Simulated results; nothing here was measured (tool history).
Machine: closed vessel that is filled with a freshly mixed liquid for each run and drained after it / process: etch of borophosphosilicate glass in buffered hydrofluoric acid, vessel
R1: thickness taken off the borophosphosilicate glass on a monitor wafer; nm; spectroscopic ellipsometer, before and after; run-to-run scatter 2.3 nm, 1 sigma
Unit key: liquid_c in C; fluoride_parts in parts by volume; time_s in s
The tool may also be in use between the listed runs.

Run 1, day 0: liquid_c 22 C, fluoride_parts 11.5 parts by volume, time_s 100 s. Result: R1 174.89 nm.
Run 2, day 0.292: liquid_c 24.5 C, fluoride_parts 10.5 parts by volume, time_s 100 s. Result: R1 214.86 nm.
Run 3, day 0.625: liquid_c 26.5 C, fluoride_parts 9.5 parts by volume, time_s 100 s. Result: R1 264.26 nm.
Run 4, day 0.992: liquid_c 26.5 C, fluoride_parts 12 parts by volume, time_s 100 s. Result: R1 211.78 nm.
Run 5, day 1.112: liquid_c 24 C, fluoride_parts 12 parts by volume, time_s 100 s. Result: R1 184.49 nm.
Run 6, day 1.254: liquid_c 24 C, fluoride_parts 12 parts by volume, time_s 110 s. Result: R1 204.39 nm.

For run 7, what comes out?
Run 7, day 1.417: liquid_c 26 C, fluoride_parts 11.5 parts by volume, time_s 110 s. Result: R1 ?.

Run 7 yielded R1 238.2 nm.

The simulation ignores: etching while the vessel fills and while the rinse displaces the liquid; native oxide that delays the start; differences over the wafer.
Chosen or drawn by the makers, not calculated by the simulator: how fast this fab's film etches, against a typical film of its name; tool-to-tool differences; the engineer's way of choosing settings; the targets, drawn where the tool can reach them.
